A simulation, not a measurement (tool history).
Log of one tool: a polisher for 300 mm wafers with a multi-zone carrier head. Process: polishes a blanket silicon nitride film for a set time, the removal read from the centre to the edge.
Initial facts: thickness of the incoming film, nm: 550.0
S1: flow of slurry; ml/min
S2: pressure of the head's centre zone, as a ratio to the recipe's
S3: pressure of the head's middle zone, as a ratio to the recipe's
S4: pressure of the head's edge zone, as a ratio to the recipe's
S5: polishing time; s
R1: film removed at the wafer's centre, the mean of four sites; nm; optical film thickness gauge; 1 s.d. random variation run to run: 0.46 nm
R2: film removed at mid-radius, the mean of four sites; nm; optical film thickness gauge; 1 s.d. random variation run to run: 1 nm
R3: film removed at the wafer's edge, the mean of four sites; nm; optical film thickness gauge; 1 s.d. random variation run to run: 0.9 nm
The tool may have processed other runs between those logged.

run 1 hour=0.0 | S1=280 S2=1.00 S3=1.00 S4=1.00 S5=69 | R1=120.250 R2=117.650 R3=116.660
run 2 hour=2.8 | S1=280 S2=0.96 S3=1.00 S4=1.00 S5=69 | R1=114.610 R2=115.230 R3=118.720
run 3 hour=6.0 | S1=275 S2=0.94 S3=0.99 S4=0.98 S5=66 | R1=108.070 R2=111.610 R3=109.990
run 4 hour=14.3 | S1=275 S2=0.94 S3=0.99 S4=0.98 S5=56 | R1=91.357 R2=93.744 R3=96.437
run 5 hour=23.2 | S1=275 S2=0.98 S3=0.99 S4=0.98 S5=56 | R1=95.492 R2=96.073 R3=94.524
run 6 hour=31.5 | S1=275 S2=0.98 S3=0.99 S4=0.89 S5=56 | R1=95.330 R2=95.347 R3=91.456
run 7 hour=36.2 | S1=270 S2=0.95 S3=0.97 S4=0.89 S5=55 | R1=90.464 R2=90.701 R3=89.603
run 8 hour=40.4 | S1=265 S2=0.93 S3=0.96 S4=0.89 S5=55 | R1=88.309 R2=89.428 R3=88.199
run 9 hour=41.3 | S1=260 S2=0.91 S3=0.95 S4=0.90 S5=55 | R1=85.170 R2=89.893 R3=90.079
run 10 hour=44.6 | S1=260 S2=0.90 S3=0.93 S4=0.90 S5=55 | R1=84.463 R2=87.906 R3=91.884
run 11 hour=51.9 | S1=235 S2=0.82 S3=0.88 S4=0.84 S5=50 | R1=69.167 R2=73.523 R3=80.063

Run 12 comes next. What will it give?
run 12 hour=53.3 | S1=245 S2=0.82 S3=0.88 S4=0.85 S5=50 | R1=? R2=? R3=?

R1: 68.914 nm
R2: 75.507 nm
R3: 79.159 nm

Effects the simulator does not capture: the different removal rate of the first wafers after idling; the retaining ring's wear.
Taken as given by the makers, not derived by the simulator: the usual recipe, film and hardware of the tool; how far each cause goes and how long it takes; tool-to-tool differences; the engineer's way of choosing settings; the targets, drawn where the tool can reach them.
